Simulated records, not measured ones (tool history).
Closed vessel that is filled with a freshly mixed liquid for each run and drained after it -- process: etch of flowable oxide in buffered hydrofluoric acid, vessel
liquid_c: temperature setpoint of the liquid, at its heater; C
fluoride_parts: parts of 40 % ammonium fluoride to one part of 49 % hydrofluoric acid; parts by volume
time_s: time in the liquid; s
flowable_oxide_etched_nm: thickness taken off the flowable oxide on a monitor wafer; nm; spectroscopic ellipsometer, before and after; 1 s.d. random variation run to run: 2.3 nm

run,hour,liquid_c,fluoride_parts,time_s,flowable_oxide_etched_nm
1,0,21,20.5,105,119.3
2,7.5,21,15.5,105,155.53
3,10,22.5,15.5,105,167.24
4,13.6,24,15,105,187.89
5,21.3,24,18.5,105,152.96
6,24.9,24,18.5,105,155.27
7,33.4,25,17.5,105,173.69
8,34.1,26,17,105,184.63
9,38.3,26.5,16.5,105,196.16

Run 10 is up next; what results do you expect?
10,45.1,27,16,105,?

Run 10 produced flowable_oxide_etched_nm 212.28 nm.

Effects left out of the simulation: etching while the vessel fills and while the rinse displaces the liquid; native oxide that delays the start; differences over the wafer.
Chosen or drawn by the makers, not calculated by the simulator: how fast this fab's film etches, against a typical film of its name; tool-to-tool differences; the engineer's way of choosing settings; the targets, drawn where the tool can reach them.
